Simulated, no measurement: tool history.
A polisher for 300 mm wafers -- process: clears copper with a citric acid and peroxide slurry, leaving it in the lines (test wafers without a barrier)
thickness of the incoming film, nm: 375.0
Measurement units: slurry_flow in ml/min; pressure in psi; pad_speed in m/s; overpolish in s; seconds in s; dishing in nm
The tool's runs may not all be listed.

| run | day | slurry_flow | pressure | pad_speed | slurry_solids | overpolish | seconds | dishing |
|---|---|---|---|---|---|---|---|---|
| 1 | 0 | 185 | 3 | 1.06 | 1 | 24 | 154.63 | 40.922 |
| 2 | 0.117 | 185 | 3.1 | 1.06 | 1 | 25 | 148.42 | 43.776 |
| 3 | 0.35 | 185 | 3.1 | 1.06 | 1 | 26 | 148.75 | 45.077 |
| 4 | 0.454 | 185 | 3.1 | 0.9 | 1 | 26 | 173.57 | 40.411 |
| 5 | 0.517 | 185 | 3.2 | 0.9 | 1 | 26 | 171.99 | 41.782 |
| 6 | 0.579 | 155 | 3.2 | 0.9 | 1 | 26 | 170.84 | 40.721 |
| 7 | 0.746 | 155 | 3.2 | 0.9 | 1 | 26 | 173.99 | 40.206 |

Predict the results of run 8:
| 8 | 0.775 | 155 | 3.2 | 0.9 | 1 | 26 | ? | ? |

Run 8 yielded seconds 170.64 s, dishing 39.442 nm.
